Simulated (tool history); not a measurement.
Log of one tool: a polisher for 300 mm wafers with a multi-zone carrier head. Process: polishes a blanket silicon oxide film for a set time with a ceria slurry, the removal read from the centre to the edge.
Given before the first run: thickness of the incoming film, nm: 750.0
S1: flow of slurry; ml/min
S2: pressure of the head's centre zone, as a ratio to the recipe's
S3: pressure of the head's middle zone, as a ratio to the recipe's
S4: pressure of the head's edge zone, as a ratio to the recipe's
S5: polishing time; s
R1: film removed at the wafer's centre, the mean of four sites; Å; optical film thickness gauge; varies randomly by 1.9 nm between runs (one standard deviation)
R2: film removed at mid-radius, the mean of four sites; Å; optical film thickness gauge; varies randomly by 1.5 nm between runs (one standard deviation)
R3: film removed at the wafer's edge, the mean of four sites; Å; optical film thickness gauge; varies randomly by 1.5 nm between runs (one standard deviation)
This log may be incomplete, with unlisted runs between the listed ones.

{"run": 1, "day": 0.0, "S1": 180, "S2": 1, "S3": 1, "S4": 1, "S5": 34, "R1": 3164.6, "R2": 3148.4, "R3": 3015.3}
{"run": 2, "day": 0.321, "S1": 170, "S2": 1, "S3": 0.97, "S4": 1, "S5": 33, "R1": 2980.7, "R2": 2965.1, "R3": 2890.5}
{"run": 3, "day": 0.467, "S1": 170, "S2": 1.01, "S3": 0.95, "S4": 1.02, "S5": 32, "R1": 2933.3, "R2": 2835, "R3": 2833}
{"run": 4, "day": 0.804, "S1": 170, "S2": 0.95, "S3": 0.95, "S4": 1.02, "S5": 32, "R1": 2797.2, "R2": 2800.2, "R3": 2866.2}
{"run": 5, "day": 1.1, "S1": 140, "S2": 0.95, "S3": 0.95, "S4": 1.02, "S5": 32, "R1": 2639.5, "R2": 2701.1, "R3": 2780.9}
{"run": 6, "day": 1.217, "S1": 140, "S2": 0.91, "S3": 0.95, "S4": 1.02, "S5": 32, "R1": 2520.5, "R2": 2700.8, "R3": 2725.8}
{"run": 7, "day": 1.367, "S1": 140, "S2": 0.92, "S3": 0.93, "S4": 1.02, "S5": 31, "R1": 2502.8, "R2": 2554.7, "R3": 2647.5}

Run 8 is up next; what results do you expect?
{"run": 8, "day": 1.567, "S1": 140, "S2": 0.93, "S3": 0.91, "S4": 1.02, "S5": 30, "R1": "?", "R2": "?", "R3": "?"}

Run 8 came out at R1 2468.9 Å, R2 2414.4 Å, R3 2569.7 Å.
